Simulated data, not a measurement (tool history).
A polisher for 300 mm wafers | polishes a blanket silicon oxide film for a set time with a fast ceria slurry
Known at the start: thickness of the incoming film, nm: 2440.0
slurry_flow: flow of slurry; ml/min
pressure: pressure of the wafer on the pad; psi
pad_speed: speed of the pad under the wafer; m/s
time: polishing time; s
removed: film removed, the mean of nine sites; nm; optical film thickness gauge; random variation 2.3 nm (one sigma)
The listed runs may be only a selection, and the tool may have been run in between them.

Run 1, hour 0: slurry_flow 320 ml/min, pressure 3.1 psi, pad_speed 0.76 m/s, time 28 s. Result: removed 332.7 nm.
Run 2, hour 5.1: slurry_flow 320 ml/min, pressure 3.1 psi, pad_speed 0.6 m/s, time 28 s. Result: removed 270.22 nm.
Run 3, hour 10.9: slurry_flow 320 ml/min, pressure 3.1 psi, pad_speed 0.6 m/s, time 24 s. Result: removed 234.76 nm.
Run 4, hour 19.3: slurry_flow 320 ml/min, pressure 3.1 psi, pad_speed 0.66 m/s, time 24 s. Result: removed 246.73 nm.
Run 5, hour 26.6: slurry_flow 320 ml/min, pressure 3.1 psi, pad_speed 0.66 m/s, time 28 s. Result: removed 290.26 nm.
Run 6, hour 30.4: slurry_flow 320 ml/min, pressure 2.7 psi, pad_speed 0.66 m/s, time 28 s. Result: removed 264.76 nm.
Run 7, hour 39.2: slurry_flow 320 ml/min, pressure 2.4 psi, pad_speed 0.62 m/s, time 28 s. Result: removed 228.52 nm.
Run 8, hour 42: slurry_flow 320 ml/min, pressure 2.2 psi, pad_speed 0.6 m/s, time 28 s. Result: removed 208.15 nm.

What will run 9 give?
Run 9, hour 42.9: slurry_flow 320 ml/min, pressure 2 psi, pad_speed 0.6 m/s, time 28 s. Result: removed ?.

Run 9 measured removed 190.99 nm.
